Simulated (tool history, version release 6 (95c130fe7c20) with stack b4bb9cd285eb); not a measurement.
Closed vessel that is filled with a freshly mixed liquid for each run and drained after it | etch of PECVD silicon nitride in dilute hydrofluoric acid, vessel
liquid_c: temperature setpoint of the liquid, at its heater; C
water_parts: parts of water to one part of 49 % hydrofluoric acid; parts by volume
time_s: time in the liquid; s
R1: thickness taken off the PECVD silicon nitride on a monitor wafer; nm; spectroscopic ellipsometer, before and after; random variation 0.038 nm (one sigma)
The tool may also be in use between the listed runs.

Run 1, day 0.000: liquid_c 24.0 C, water_parts 110 parts by volume, time_s 115 s. Result: R1 2.5862 nm.
Run 2, day 0.133: liquid_c 27.0 C, water_parts 110 parts by volume, time_s 115 s. Result: R1 3.0945 nm.
Run 3, day 0.325: liquid_c 23.5 C, water_parts 110 parts by volume, time_s 115 s. Result: R1 2.4819 nm.
Run 4, day 0.417: liquid_c 23.5 C, water_parts 85 parts by volume, time_s 115 s. Result: R1 3.2212 nm.
Run 5, day 0.779: liquid_c 21.0 C, water_parts 85 parts by volume, time_s 115 s. Result: R1 2.6977 nm.
Run 6, day 0.883: liquid_c 22.5 C, water_parts 85 parts by volume, time_s 115 s. Result: R1 3.0161 nm.

Run 7 comes next. What will it give?
Run 7, day 1.117: liquid_c 23.5 C, water_parts 85 parts by volume, time_s 115 s. Result: R1 ?.

Run 7 gave R1 3.1779 nm.

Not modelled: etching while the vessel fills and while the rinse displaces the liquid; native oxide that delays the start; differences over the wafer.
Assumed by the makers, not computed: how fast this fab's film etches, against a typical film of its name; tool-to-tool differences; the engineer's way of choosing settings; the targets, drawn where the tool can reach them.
